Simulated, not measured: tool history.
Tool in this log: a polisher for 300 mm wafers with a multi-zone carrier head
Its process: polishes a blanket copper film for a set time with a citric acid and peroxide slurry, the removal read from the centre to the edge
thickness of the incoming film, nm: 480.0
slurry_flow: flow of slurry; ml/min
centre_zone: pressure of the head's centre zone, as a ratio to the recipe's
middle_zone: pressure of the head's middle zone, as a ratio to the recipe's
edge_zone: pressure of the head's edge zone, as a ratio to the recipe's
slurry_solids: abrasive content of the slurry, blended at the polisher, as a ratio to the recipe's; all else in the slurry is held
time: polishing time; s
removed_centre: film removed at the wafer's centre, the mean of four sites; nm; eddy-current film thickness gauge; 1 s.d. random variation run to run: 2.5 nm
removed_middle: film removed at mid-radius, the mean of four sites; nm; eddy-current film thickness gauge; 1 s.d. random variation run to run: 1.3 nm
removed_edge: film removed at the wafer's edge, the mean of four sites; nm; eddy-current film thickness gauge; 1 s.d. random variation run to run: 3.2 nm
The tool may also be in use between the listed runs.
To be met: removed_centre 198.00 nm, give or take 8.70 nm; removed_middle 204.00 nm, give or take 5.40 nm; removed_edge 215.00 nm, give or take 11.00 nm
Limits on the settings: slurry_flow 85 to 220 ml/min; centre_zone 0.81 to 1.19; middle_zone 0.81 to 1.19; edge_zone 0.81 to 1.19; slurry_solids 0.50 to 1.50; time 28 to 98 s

run    day  slurry_flow  centre_zone  middle_zone  edge_zone  slurry_solids  time  removed_centre  removed_middle  removed_edge
  1  0.000          140         1.00         1.00       1.00           1.00    63          176.77          164.93        164.57
  2  0.138          150         0.98         1.01       1.05           1.10    64          179.70          174.67        172.60
  3  0.279          150         0.92         1.01       1.05           1.10    64          169.81          173.16        175.92
  4  0.346          150         0.92         1.01       1.05           1.25    64          174.32          179.31        184.15
  5  0.408          150         0.92         1.01       1.00           1.25    64          171.88          179.36        175.69
  6  0.650          150         0.96         1.01       1.00           1.25    64          181.73          180.04        175.75
  7  0.983          150         0.96         1.01       1.00           1.25    64          183.86          178.47        174.54
  8  1.212          155         0.95         1.01       1.04           1.30    65          188.88          185.41        187.45
  9  1.479          165         0.94         1.02       1.07           1.35    65          189.07          190.46        190.54
 10  1.696          170         0.93         1.02       1.09           1.40    65          192.93          195.08        196.02
 11  2.042          170         0.92         1.02       1.11           1.45    65          187.13          196.01        198.89
 12  2.321          175         0.92         1.02       1.13           1.45    65          188.64          195.41        203.10

Next run, 4 choices. One meets every target within its allowed miss, the rest don't. Which?
  A  2.600          200         0.91         1.01       1.16           1.45    67               ?               ?             ?
  B  2.600          185         1.02         1.07       1.01           1.30    62               ?               ?             ?
  C  2.600          175         0.93         1.00       1.12           1.45    61               ?               ?             ?
  D  2.600          190         0.91         0.99       1.19           1.50    63               ?               ?             ?

move  removed_centre  removed_middle  removed_edge
   A          200.03          204.85        217.22
   B          197.01          191.40        180.76
   C          181.26          181.00        191.19
   D          187.97          189.47        207.56
A: each result inside its tolerance
B: misses by more than the last run did
C: misses by more than the last run did
D: misses by more than the last run did
The right move is A.
